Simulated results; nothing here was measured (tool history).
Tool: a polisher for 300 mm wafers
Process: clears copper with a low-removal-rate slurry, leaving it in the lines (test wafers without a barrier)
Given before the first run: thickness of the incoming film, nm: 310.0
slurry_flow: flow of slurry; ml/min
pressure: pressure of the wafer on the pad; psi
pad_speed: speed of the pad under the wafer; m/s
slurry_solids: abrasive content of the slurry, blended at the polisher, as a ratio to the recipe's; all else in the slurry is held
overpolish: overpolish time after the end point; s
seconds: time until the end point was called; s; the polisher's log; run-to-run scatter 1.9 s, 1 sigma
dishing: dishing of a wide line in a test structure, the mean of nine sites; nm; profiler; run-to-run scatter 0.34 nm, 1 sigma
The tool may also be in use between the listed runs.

run	day	slurry_flow	pressure	pad_speed	slurry_solids	overpolish	seconds	dishing
1	0.000	280	2.2	1.28	1.00	29	101.94	63.522
2	0.088	280	1.9	1.36	1.00	23	108.70	49.484
3	0.117	265	1.6	1.46	0.90	19	116.87	38.148
4	0.208	240	1.4	1.58	0.80	16	132.87	30.938
5	0.392	265	1.3	1.70	0.70	14	129.40	26.786
6	0.654	300	1.3	1.76	0.65	13	127.96	25.271
7	0.825	300	1.3	1.76	0.65	13	129.13	25.770

Run 8 is up next; what results do you expect?
8	0.900	340	1.3	1.82	0.60	12	?	?

seconds: 121.11 s
dishing: 25.360 nm

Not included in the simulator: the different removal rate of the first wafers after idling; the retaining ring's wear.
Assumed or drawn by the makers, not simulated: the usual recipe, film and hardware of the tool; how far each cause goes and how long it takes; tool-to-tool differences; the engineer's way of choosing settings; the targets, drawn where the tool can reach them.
